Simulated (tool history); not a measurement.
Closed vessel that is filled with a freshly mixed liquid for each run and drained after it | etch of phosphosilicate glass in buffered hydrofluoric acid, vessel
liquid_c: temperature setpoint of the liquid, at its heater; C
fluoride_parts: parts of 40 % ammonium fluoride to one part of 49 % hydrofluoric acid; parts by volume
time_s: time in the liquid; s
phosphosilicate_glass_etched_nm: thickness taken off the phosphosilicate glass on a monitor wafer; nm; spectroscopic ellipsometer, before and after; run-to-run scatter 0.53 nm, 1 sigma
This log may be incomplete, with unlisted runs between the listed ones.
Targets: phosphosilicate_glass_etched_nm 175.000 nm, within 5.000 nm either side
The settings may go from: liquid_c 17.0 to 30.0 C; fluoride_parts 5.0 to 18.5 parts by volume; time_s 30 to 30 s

run  hour  liquid_c  fluoride_parts  time_s  phosphosilicate_glass_etched_nm
  1   0.0      22.0            11.5      30                           79.349
  2   3.6      22.0            10.0      30                           90.717
  3  11.0      18.5            10.0      30                           74.377
  4  13.5      17.0            10.0      30                           67.795
  5  15.6      20.0             9.5      30                           83.418
  6  21.9      18.5             9.5      30                           76.434
  7  25.3      22.5             6.5      30                          138.900
  8  28.4      26.0             6.5      30                          168.760

Below are 4 possible settings for the next run. Only one of them brings all results inside the allowed miss of their targets. Which is it?
  A  31.5      25.5             6.0      30                                ?
  B  31.5      26.5             7.0      30                                ?
  C  31.5      23.5             6.0      30                                ?
  D  31.5      24.0             6.0      30                                ?

move  phosphosilicate_glass_etched_nm
   A                          175.190
   B                          161.860
   C                          156.970
   D                          161.370
A: each result inside its tolerance
B: further off than the last run
C: further off than the last run
D: further off than the last run
Go with A: it meets all targets.

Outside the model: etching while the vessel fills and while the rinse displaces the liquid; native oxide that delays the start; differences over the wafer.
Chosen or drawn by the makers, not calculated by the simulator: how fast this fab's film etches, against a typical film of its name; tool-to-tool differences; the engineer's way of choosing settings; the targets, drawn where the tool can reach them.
